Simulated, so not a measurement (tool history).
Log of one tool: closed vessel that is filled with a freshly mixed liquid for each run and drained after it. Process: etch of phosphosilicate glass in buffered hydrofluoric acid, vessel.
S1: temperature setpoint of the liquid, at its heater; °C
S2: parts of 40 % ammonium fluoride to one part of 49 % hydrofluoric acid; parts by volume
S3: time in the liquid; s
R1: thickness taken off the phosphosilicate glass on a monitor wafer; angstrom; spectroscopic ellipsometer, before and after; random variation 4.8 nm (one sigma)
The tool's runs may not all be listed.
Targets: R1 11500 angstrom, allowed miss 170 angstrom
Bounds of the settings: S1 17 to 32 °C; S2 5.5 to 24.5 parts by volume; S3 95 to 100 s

{"run": 1, "hour": 0.0, "S1": 24, "S2": 15, "S3": 95, "R1": 4565}
{"run": 2, "hour": 2.5, "S1": 26.5, "S2": 12.5, "S3": 95, "R1": 6195.2}
{"run": 3, "hour": 11.3, "S1": 28.5, "S2": 11, "S3": 95, "R1": 7765.9}
{"run": 4, "hour": 16.8, "S1": 28.5, "S2": 11, "S3": 95, "R1": 7783.4}
{"hour": 19.4, "done": "thermometer replaced"}
{"run": 5, "hour": 19.4, "S1": 28.5, "S2": 15, "S3": 95, "R1": 6101.5}
{"run": 6, "hour": 24.7, "S1": 28.5, "S2": 18, "S3": 95, "R1": 5083.3}
{"run": 7, "hour": 32.9, "S1": 29.5, "S2": 14.5, "S3": 95, "R1": 6659.7}
{"run": 8, "hour": 35.0, "S1": 29.5, "S2": 14.5, "S3": 95, "R1": 6675.3}
{"run": 9, "hour": 42.1, "S1": 32, "S2": 9.5, "S3": 95, "R1": 11255}

Which of these 4 next moves meets every target?
{"run": "A", "hour": 49.2, "S1": 31.5, "S2": 9.5, "S3": 95, "R1": "?"}
{"run": "B", "hour": 49.2, "S1": 29.5, "S2": 8, "S3": 95, "R1": "?"}
{"run": "C", "hour": 49.2, "S1": 30, "S2": 8, "S3": 95, "R1": "?"}
{"run": "D", "hour": 49.2, "S1": 30, "S2": 8.5, "S3": 95, "R1": "?"}

move=A R1=10910
move=B R1=11550
move=C R1=11857
move=D R1=11104
A: further off than the last run
B: meets every target
C: takes the result that was furthest off past its target
D: further off than the last run
Move B is the one to make.
